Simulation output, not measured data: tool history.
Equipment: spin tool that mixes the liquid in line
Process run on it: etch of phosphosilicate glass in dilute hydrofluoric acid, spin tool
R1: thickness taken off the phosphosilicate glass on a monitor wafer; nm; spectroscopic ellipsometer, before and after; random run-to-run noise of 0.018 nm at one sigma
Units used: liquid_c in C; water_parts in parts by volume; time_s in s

{"run": 1, "hour": 0.0, "liquid_c": 20.0, "water_parts": 255, "time_s": 15, "R1": 4.1942}
{"run": 2, "hour": 6.2, "liquid_c": 19.0, "water_parts": 265, "time_s": 15, "R1": 3.8313}
{"run": 3, "hour": 11.7, "liquid_c": 19.0, "water_parts": 265, "time_s": 15, "R1": 3.8577}
{"run": 4, "hour": 18.0, "liquid_c": 22.5, "water_parts": 265, "time_s": 15, "R1": 4.3425}
{"run": 5, "hour": 19.0, "liquid_c": 21.0, "water_parts": 275, "time_s": 15, "R1": 3.9952}
{"run": 6, "hour": 26.8, "liquid_c": 19.5, "water_parts": 275, "time_s": 15, "R1": 3.7589}
{"run": 7, "hour": 29.8, "liquid_c": 19.0, "water_parts": 280, "time_s": 15, "R1": 3.6095}
{"run": 8, "hour": 32.7, "liquid_c": 18.5, "water_parts": 285, "time_s": 15, "R1": 3.4567}
{"run": 9, "hour": 39.6, "liquid_c": 18.0, "water_parts": 285, "time_s": 15, "R1": 3.3834}

The next listed run, before its measurement:
{"run": 10, "hour": 43.3, "liquid_c": 17.5, "water_parts": 285, "time_s": 15, "R1": "?"}

R1: 3.3078 nm

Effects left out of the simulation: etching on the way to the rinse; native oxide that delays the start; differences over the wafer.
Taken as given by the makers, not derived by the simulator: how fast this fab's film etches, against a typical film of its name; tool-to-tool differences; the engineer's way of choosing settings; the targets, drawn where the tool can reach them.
